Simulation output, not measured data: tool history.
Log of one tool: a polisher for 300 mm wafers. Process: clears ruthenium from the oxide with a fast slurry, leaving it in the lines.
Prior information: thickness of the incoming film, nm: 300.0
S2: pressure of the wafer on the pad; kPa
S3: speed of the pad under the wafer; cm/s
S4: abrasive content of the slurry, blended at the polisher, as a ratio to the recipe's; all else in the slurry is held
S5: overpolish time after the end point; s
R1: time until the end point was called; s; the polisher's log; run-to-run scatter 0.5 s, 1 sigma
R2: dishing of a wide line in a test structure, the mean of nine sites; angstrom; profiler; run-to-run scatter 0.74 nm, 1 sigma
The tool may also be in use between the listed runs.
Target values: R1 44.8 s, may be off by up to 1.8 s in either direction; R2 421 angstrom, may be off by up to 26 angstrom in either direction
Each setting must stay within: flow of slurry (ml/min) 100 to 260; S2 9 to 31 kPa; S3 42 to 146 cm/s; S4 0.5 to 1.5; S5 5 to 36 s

Run 1, day 0: flow of slurry (ml/min) 165, S2 20 kPa, S3 94 cm/s, S4 1, S5 18 s. Result: R1 60.691 s, R2 353.94 angstrom.
Run 2, day 0.042: flow of slurry (ml/min) 165, S2 20.7 kPa, S3 94 cm/s, S4 1, S5 18 s. Result: R1 58.692 s, R2 357.49 angstrom.
Run 3, day 0.383: flow of slurry (ml/min) 165, S2 20.7 kPa, S3 94 cm/s, S4 1, S5 10 s. Result: R1 58.49 s, R2 269.64 angstrom.
Run 4, day 0.429: flow of slurry (ml/min) 165, S2 21.4 kPa, S3 94 cm/s, S4 1, S5 11 s. Result: R1 57.271 s, R2 291.53 angstrom.
Run 5, day 0.642: flow of slurry (ml/min) 165, S2 22.1 kPa, S3 94 cm/s, S4 1, S5 12 s. Result: R1 55.377 s, R2 311.68 angstrom.
Run 6, day 0.858: flow of slurry (ml/min) 165, S2 22.8 kPa, S3 94 cm/s, S4 1, S5 13 s. Result: R1 53.098 s, R2 317.01 angstrom.
Run 7, day 0.9: flow of slurry (ml/min) 165, S2 23.4 kPa, S3 94 cm/s, S4 1, S5 14 s. Result: R1 52.915 s, R2 340.85 angstrom.
Run 8, day 1.096: flow of slurry (ml/min) 165, S2 24.1 kPa, S3 94 cm/s, S4 1, S5 14 s. Result: R1 49.527 s, R2 349.16 angstrom.

Next run, 4 choices. One meets every target within its allowed miss, the rest don't. Which?
Run A, day 1.292: flow of slurry (ml/min) 170, S2 26.9 kPa, S3 78 cm/s, S4 1.2, S5 28 s. Result: R1 ?, R2 ?.
Run B, day 1.292: flow of slurry (ml/min) 145, S2 27.6 kPa, S3 104 cm/s, S4 0.6, S5 23 s. Result: R1 ?, R2 ?.
Run C, day 1.292: flow of slurry (ml/min) 185, S2 26.2 kPa, S3 86 cm/s, S4 1.05, S5 24 s. Result: R1 ?, R2 ?.
Run D, day 1.292: flow of slurry (ml/min) 180, S2 26.2 kPa, S3 96 cm/s, S4 1, S5 22 s. Result: R1 ?, R2 ?.

move      R1      R2
   A  48.995  426.52
   B  51.386  406.49
   C  47.723  417.06
   D   43.98  416.62
A: meets the target for the result that was furthest off, but another lies outside its allowed miss
B: meets the target for the result that was furthest off, but another lies outside its allowed miss
C: meets the target for the result that was furthest off, but another lies outside its allowed miss
D: every result lands within tolerance
Correct choice: D, which meets every target
